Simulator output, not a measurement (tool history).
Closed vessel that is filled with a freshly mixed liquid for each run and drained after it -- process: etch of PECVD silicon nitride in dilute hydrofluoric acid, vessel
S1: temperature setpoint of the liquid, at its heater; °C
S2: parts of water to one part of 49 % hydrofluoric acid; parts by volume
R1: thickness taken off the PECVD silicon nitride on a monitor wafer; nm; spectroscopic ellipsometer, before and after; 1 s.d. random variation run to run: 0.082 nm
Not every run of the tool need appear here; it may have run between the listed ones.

run 1 hour=0.0 | S1=24.0 S2=85 time_in_the_liquid_(s)=325 | R1=15.9560
run 2 hour=1.3 | S1=25.5 S2=85 time_in_the_liquid_(s)=325 | R1=17.6120
run 3 hour=9.9 | S1=22.5 S2=85 time_in_the_liquid_(s)=325 | R1=14.4430
run 4 hour=14.4 | S1=22.5 S2=85 time_in_the_liquid_(s)=200 | R1=8.8498
run 5 hour=16.1 | S1=24.5 S2=85 time_in_the_liquid_(s)=200 | R1=10.1070
-- hour=19.1 thermometer replaced
run 6 hour=19.1 | S1=24.5 S2=85 time_in_the_liquid_(s)=200 | R1=8.6323
run 7 hour=24.0 | S1=25.0 S2=65 time_in_the_liquid_(s)=215 | R1=12.4940

The next listed run, before its measurement:
run 8 hour=25.3 | S1=27.0 S2=55 time_in_the_liquid_(s)=215 | R1=?

Run 8 yielded R1 16.8100 nm.

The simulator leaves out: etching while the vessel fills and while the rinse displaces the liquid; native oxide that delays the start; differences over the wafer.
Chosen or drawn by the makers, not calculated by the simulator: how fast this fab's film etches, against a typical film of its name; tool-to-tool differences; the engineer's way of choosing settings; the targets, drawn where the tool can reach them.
